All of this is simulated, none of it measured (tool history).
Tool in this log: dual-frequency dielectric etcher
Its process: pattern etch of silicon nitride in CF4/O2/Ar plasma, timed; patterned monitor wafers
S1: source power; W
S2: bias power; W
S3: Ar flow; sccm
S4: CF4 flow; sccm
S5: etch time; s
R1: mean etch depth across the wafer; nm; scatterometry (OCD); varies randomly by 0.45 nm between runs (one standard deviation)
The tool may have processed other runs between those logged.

run  hour   S1  S2   S3   S4    S5      R1
  1   0.0  510  58  122  124  52.5  116.02
  2   6.8  510  58  122  146  52.5  117.67
  3   7.8  480  58  122  146  52.5  109.20
  4  15.3  480  58  106  146  52.5  111.68
  5  17.2  460  58  106  146  52.5  107.04
  6  23.4  460  58  127  146  52.5  104.60

What does the tool deliver on the next run?
  7  28.6  450  58  127  146  52.5   ?

Logged for run 7: R1 102.15 nm.

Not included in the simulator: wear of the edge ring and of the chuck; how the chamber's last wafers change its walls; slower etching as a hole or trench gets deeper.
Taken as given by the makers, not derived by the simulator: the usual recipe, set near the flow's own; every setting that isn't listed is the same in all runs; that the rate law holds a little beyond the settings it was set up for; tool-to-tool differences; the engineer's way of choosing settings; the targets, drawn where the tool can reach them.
